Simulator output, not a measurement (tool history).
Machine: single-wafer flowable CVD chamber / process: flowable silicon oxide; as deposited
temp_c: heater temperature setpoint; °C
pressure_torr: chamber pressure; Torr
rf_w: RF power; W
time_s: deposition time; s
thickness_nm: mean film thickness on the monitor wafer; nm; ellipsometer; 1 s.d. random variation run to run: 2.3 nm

run 1 hour=0 | temp_c=105 pressure_torr=0.797 rf_w=1530 time_s=608 | thickness_nm=250.44
run 2 hour=1.9 | temp_c=105 pressure_torr=0.797 rf_w=1375 time_s=608 | thickness_nm=239.5
run 3 hour=3.2 | temp_c=101 pressure_torr=0.804 rf_w=1375 time_s=608 | thickness_nm=270.77
run 4 hour=7.3 | temp_c=101 pressure_torr=0.804 rf_w=1240 time_s=608 | thickness_nm=259.41
run 5 hour=13 | temp_c=97 pressure_torr=0.822 rf_w=1240 time_s=608 | thickness_nm=296.9
run 6 hour=20.4 | temp_c=94 pressure_torr=0.844 rf_w=1240 time_s=608 | thickness_nm=333.56
run 7 hour=27.5 | temp_c=94 pressure_torr=0.844 rf_w=1240 time_s=608 | thickness_nm=335.22
run 8 hour=33.4 | temp_c=92 pressure_torr=0.861 rf_w=1240 time_s=608 | thickness_nm=356.57
run 9 hour=41.8 | temp_c=90 pressure_torr=0.882 rf_w=1240 time_s=608 | thickness_nm=389
run 10 hour=47.9 | temp_c=88 pressure_torr=0.898 rf_w=1240 time_s=608 | thickness_nm=423.25
run 11 hour=51.6 | temp_c=88 pressure_torr=0.898 rf_w=1240 time_s=608 | thickness_nm=419.56
run 12 hour=56.2 | temp_c=87 pressure_torr=0.911 rf_w=1240 time_s=608 | thickness_nm=441.06

Estimate the outcome of run 13 from the log above:
run 13 hour=62 | temp_c=86 pressure_torr=0.921 rf_w=1240 time_s=608 | thickness_nm=?

thickness_nm: 457.67 nm
